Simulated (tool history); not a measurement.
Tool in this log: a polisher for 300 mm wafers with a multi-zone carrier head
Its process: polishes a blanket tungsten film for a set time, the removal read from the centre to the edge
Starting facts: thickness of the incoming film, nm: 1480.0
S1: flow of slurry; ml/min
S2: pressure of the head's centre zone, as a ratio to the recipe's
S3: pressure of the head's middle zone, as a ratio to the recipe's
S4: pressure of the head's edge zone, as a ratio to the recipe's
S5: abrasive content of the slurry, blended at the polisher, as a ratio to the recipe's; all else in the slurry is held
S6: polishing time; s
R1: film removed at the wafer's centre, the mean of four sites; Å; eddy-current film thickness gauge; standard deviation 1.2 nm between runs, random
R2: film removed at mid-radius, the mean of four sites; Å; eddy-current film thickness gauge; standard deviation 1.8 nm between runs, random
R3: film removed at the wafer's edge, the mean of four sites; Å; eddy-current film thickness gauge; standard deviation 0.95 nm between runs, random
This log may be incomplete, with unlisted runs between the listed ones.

{"run": 1, "hour": 0.0, "S1": 165, "S2": 1, "S3": 1, "S4": 1, "S5": 1, "S6": 61, "R1": 2521.2, "R2": 2442.7, "R3": 2415.2}
{"run": 2, "hour": 4.1, "S1": 165, "S2": 1, "S3": 0.92, "S4": 1, "S5": 1, "S6": 61, "R1": 2460.3, "R2": 2339.8, "R3": 2413.7}
{"run": 3, "hour": 6.3, "S1": 135, "S2": 1, "S3": 0.92, "S4": 1, "S5": 1, "S6": 61, "R1": 2441, "R2": 2264.4, "R3": 2324.3}
{"run": 4, "hour": 13.3, "S1": 135, "S2": 0.96, "S3": 0.91, "S4": 0.99, "S5": 0.9, "S6": 56, "R1": 2063.1, "R2": 1956.4, "R3": 2100.7}
{"run": 5, "hour": 15.0, "S1": 135, "S2": 0.96, "S3": 0.91, "S4": 1.07, "S5": 0.9, "S6": 56, "R1": 2074.5, "R2": 1971.8, "R3": 2198.1}
{"run": 6, "hour": 23.5, "S1": 135, "S2": 0.91, "S3": 0.91, "S4": 1.07, "S5": 0.9, "S6": 56, "R1": 1941.5, "R2": 1995.9, "R3": 2199.7}

Run 7 comes next. What will it give?
{"run": 7, "hour": 29.5, "S1": 130, "S2": 0.9, "S3": 0.92, "S4": 1.03, "S5": 0.8, "S6": 53, "R1": "?", "R2": "?", "R3": "?"}

Run 7 gave R1 1783.4 Å, R2 1806 Å, R3 1984.2 Å.

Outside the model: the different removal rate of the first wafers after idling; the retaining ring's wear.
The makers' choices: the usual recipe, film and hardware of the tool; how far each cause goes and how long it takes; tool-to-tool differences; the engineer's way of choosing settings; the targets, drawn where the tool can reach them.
